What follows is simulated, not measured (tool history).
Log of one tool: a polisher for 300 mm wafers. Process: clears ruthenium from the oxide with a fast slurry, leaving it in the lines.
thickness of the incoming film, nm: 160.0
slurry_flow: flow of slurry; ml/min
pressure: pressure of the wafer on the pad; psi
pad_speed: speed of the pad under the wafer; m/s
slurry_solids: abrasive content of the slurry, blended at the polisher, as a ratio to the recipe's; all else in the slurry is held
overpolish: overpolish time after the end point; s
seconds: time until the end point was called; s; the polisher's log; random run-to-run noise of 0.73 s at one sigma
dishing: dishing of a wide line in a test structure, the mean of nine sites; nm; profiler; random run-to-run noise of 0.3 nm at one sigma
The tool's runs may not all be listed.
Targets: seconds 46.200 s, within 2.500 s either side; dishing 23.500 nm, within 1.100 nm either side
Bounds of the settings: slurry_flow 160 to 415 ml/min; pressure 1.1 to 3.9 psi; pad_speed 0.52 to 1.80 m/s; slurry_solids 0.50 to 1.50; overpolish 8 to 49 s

run   hour  slurry_flow  pressure  pad_speed  slurry_solids  overpolish  seconds  dishing
  1    0.0          265       2.5       1.16           1.00          25   43.045   36.027
  2    7.9          265       2.4       1.16           1.00          21   44.235   33.297
  3   15.4          265       2.4       1.16           0.80          21   49.632   31.382
  4   23.6          265       2.4       1.16           0.80          26   50.037   34.533
  5   26.7          265       2.4       1.16           0.90          26   47.216   35.890
  6   28.6          330       2.4       1.16           0.90          26   45.347   35.386
  7   36.4          405       2.0       1.14           0.95          14   52.099   24.933
  8   40.0          405       2.1       1.14           0.95          13   50.472   24.391
  9   43.0          405       2.4       1.14           0.95           8   44.270   19.593
 10   48.0          395       2.3       1.16           0.95           9   46.599   20.765
 11   48.7          390       2.3       1.18           0.95          10   46.210   22.134
 12   50.6          380       2.3       1.20           0.95          14   44.886   27.706
 13   56.1          380       2.3       1.18           0.95          14   45.721   27.528
 14   62.4          380       2.3       1.16           0.95          14   47.734   27.462
 15   64.4          375       2.4       1.16           0.90          13   46.010   26.347
 16   72.3          375       2.4       1.16           0.95          13   43.288   26.218
 17   80.6          365       1.9       1.14           1.15           8   51.877   17.191
 18   87.7          365       2.0       1.16           1.10           8   48.764   17.882
 19   88.5          350       2.3       1.16           0.90          20   48.734   32.381
 20   89.2          330       2.3       1.14           0.95          19   47.348   31.457
 21   94.6          330       2.3       1.14           0.95          19   49.008   30.997
 22   97.9          325       2.2       1.18           0.95          18   48.248   30.185
 23  103.0          330       2.2       1.14           1.00          18   48.865   30.007
 24  111.7          325       2.2       1.16           0.95          17   49.566   29.259
 25  119.1          330       2.2       1.12           1.00          16   48.741   27.860
 26  123.0          330       2.2       1.16           1.00          15   48.721   27.837

Consider the 4 candidate settings below. Which is the only one whose results all fall within their allowed miss of target?
  A  126.9          300       2.2       1.10           1.30          23        ?        ?
  B  126.9          330       2.2       0.98           1.00          16        ?        ?
  C  126.9          320       1.6       1.52           1.00          30        ?        ?
  D  126.9          340       2.4       1.04           1.15          11        ?        ?

move  seconds  dishing
   A   44.127   34.731
   B   55.441   26.475
   C   49.265   36.441
   D   44.801   24.039
A: misses by more than the last run did
B: moves toward the targets from the last run without getting all of them in spec
C: misses by more than the last run did
D: every result within its allowed miss
D is the move that brings every result within its allowed miss.
